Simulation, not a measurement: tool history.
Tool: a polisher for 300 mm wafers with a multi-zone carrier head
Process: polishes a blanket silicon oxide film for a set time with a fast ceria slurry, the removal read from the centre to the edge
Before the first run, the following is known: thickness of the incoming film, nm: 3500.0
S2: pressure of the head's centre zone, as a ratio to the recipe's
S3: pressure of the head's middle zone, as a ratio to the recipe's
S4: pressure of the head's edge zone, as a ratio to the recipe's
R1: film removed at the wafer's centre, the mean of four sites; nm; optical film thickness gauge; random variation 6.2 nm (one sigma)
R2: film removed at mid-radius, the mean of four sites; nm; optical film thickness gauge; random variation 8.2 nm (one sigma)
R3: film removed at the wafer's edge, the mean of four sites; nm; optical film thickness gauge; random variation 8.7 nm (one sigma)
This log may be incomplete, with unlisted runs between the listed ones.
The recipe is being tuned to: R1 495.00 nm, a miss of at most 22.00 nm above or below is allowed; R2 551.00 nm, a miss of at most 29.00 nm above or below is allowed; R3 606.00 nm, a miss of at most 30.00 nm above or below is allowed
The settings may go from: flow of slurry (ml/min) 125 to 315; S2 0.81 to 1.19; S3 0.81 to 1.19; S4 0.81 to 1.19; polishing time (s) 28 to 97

{"run": 1, "hour": 0.0, "flow of slurry (ml/min)": 205, "S2": 1.0, "S3": 1.0, "S4": 1.0, "polishing time (s)": 62, "R1": 973.52, "R2": 1003.0, "R3": 947.25}
{"run": 2, "hour": 3.0, "flow of slurry (ml/min)": 205, "S2": 1.0, "S3": 1.0, "S4": 1.0, "polishing time (s)": 51, "R1": 779.28, "R2": 819.25, "R3": 799.54}
{"run": 3, "hour": 9.6, "flow of slurry (ml/min)": 200, "S2": 0.96, "S3": 0.96, "S4": 0.98, "polishing time (s)": 46, "R1": 684.04, "R2": 693.2, "R3": 726.01}
{"run": 4, "hour": 15.3, "flow of slurry (ml/min)": 200, "S2": 0.96, "S3": 1.0, "S4": 0.98, "polishing time (s)": 46, "R1": 674.42, "R2": 716.1, "R3": 712.1}
{"run": 5, "hour": 17.9, "flow of slurry (ml/min)": 190, "S2": 0.91, "S3": 0.99, "S4": 0.97, "polishing time (s)": 44, "R1": 631.08, "R2": 697.38, "R3": 665.33}
{"run": 6, "hour": 20.8, "flow of slurry (ml/min)": 195, "S2": 0.88, "S3": 0.96, "S4": 1.01, "polishing time (s)": 41, "R1": 555.71, "R2": 623.82, "R3": 627.09}
{"run": 7, "hour": 26.3, "flow of slurry (ml/min)": 195, "S2": 0.86, "S3": 0.93, "S4": 1.02, "polishing time (s)": 41, "R1": 554.7, "R2": 607.66, "R3": 637.54}
{"run": 8, "hour": 27.5, "flow of slurry (ml/min)": 170, "S2": 0.81, "S3": 0.9, "S4": 1.04, "polishing time (s)": 37, "R1": 454.56, "R2": 519.13, "R3": 580.76}
{"run": 9, "hour": 29.3, "flow of slurry (ml/min)": 170, "S2": 0.81, "S3": 0.9, "S4": 1.04, "polishing time (s)": 37, "R1": 465.52, "R2": 528.83, "R3": 582.33}
{"run": 10, "hour": 33.1, "flow of slurry (ml/min)": 175, "S2": 0.82, "S3": 0.9, "S4": 1.05, "polishing time (s)": 37, "R1": 467.12, "R2": 519.2, "R3": 594.75}
{"run": 11, "hour": 36.9, "flow of slurry (ml/min)": 185, "S2": 0.86, "S3": 0.95, "S4": 1.03, "polishing time (s)": 39, "R1": 524.02, "R2": 588.75, "R3": 611.55}

Of the 4 settings listed for the next run, only one would bring every result within its allowed miss of target. Which one?
{"run": "A", "hour": 40.7, "flow of slurry (ml/min)": 210, "S2": 0.9, "S3": 0.98, "S4": 0.98, "polishing time (s)": 40, "R1": "?", "R2": "?", "R3": "?"}
{"run": "B", "hour": 40.7, "flow of slurry (ml/min)": 170, "S2": 0.87, "S3": 0.94, "S4": 1.14, "polishing time (s)": 37, "R1": "?", "R2": "?", "R3": "?"}
{"run": "C", "hour": 40.7, "flow of slurry (ml/min)": 185, "S2": 0.88, "S3": 0.87, "S4": 1.1, "polishing time (s)": 40, "R1": "?", "R2": "?", "R3": "?"}
{"run": "D", "hour": 40.7, "flow of slurry (ml/min)": 190, "S2": 0.86, "S3": 0.83, "S4": 1.03, "polishing time (s)": 37, "R1": "?", "R2": "?", "R3": "?"}

move=A R1=559.42 R2=635.03 R3=613.64
move=B R1=489.83 R2=556.02 R3=603.29
move=C R1=539.96 R2=568.26 R3=644.84
move=D R1=489.90 R2=507.09 R3=578.64
A: misses by more than the last run did
B: all results land within tolerance of their targets
C: misses by more than the last run did
D: meets the target for the result that was furthest off, but another lies outside its allowed miss
So the answer is move B, the one that meets all the targets.
